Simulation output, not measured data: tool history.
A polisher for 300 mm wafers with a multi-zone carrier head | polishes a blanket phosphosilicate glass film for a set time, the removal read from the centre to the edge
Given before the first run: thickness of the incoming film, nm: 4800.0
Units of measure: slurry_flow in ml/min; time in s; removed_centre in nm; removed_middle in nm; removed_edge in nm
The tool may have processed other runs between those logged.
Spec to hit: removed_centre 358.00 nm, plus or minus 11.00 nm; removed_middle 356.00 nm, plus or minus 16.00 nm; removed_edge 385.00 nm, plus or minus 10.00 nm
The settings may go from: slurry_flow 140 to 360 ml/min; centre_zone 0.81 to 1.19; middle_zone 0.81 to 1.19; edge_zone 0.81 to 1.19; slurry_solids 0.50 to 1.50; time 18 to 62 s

Run 1, hour 0.0: slurry_flow 230 ml/min, centre_zone 1.00, middle_zone 1.00, edge_zone 1.00, slurry_solids 1.00, time 40 s. Result: removed_centre 476.88 nm, removed_middle 461.86 nm, removed_edge 457.43 nm.
Run 2, hour 7.7: slurry_flow 220 ml/min, centre_zone 0.96, middle_zone 0.96, edge_zone 0.97, slurry_solids 0.95, time 40 s. Result: removed_centre 448.91 nm, removed_middle 424.53 nm, removed_edge 445.26 nm.
Run 3, hour 15.9: slurry_flow 220 ml/min, centre_zone 0.96, middle_zone 0.96, edge_zone 1.02, slurry_solids 0.95, time 40 s. Result: removed_centre 448.06 nm, removed_middle 430.31 nm, removed_edge 458.24 nm.
Run 4, hour 20.8: slurry_flow 220 ml/min, centre_zone 0.93, middle_zone 0.96, edge_zone 1.02, slurry_solids 0.95, time 40 s. Result: removed_centre 434.42 nm, removed_middle 431.09 nm, removed_edge 457.11 nm.
Run 5, hour 21.7: slurry_flow 220 ml/min, centre_zone 0.93, middle_zone 0.96, edge_zone 1.02, slurry_solids 0.80, time 40 s. Result: removed_centre 398.99 nm, removed_middle 404.07 nm, removed_edge 416.77 nm.
Run 6, hour 27.0: slurry_flow 210 ml/min, centre_zone 0.91, middle_zone 0.94, edge_zone 1.00, slurry_solids 0.80, time 40 s. Result: removed_centre 391.11 nm, removed_middle 393.58 nm, removed_edge 415.53 nm.
Run 7, hour 29.2: slurry_flow 205 ml/min, centre_zone 0.90, middle_zone 0.93, edge_zone 0.98, slurry_solids 0.80, time 40 s. Result: removed_centre 385.09 nm, removed_middle 391.70 nm, removed_edge 416.05 nm.
Run 8, hour 32.4: slurry_flow 205 ml/min, centre_zone 0.90, middle_zone 0.92, edge_zone 0.96, slurry_solids 0.75, time 40 s. Result: removed_centre 371.27 nm, removed_middle 373.32 nm, removed_edge 394.85 nm.

Next run, 4 choices. One meets every target within its allowed miss, the rest don't. Which?
Run A, hour 35.6: slurry_flow 180 ml/min, centre_zone 0.89, middle_zone 0.90, edge_zone 0.97, slurry_solids 1.05, time 34 s. Result: removed_centre ?, removed_middle ?, removed_edge ?.
Run B, hour 35.6: slurry_flow 170 ml/min, centre_zone 0.98, middle_zone 0.99, edge_zone 1.03, slurry_solids 0.55, time 43 s. Result: removed_centre ?, removed_middle ?, removed_edge ?.
Run C, hour 35.6: slurry_flow 190 ml/min, centre_zone 0.97, middle_zone 0.82, edge_zone 0.88, slurry_solids 0.75, time 39 s. Result: removed_centre ?, removed_middle ?, removed_edge ?.
Run D, hour 35.6: slurry_flow 225 ml/min, centre_zone 0.95, middle_zone 0.93, edge_zone 0.94, slurry_solids 0.80, time 38 s. Result: removed_centre ?, removed_middle ?, removed_edge ?.

move  removed_centre  removed_middle  removed_edge
   A          360.50          366.67        387.39
   B          363.44          363.11        364.96
   C          388.23          335.23        365.46
   D          389.44          380.01        382.79
A: each result inside its tolerance
B: meets the target for the result that was furthest off, but another lies outside its allowed miss
C: moves away from the targets compared with the last run
D: moves away from the targets compared with the last run
Correct choice: A, which meets every target

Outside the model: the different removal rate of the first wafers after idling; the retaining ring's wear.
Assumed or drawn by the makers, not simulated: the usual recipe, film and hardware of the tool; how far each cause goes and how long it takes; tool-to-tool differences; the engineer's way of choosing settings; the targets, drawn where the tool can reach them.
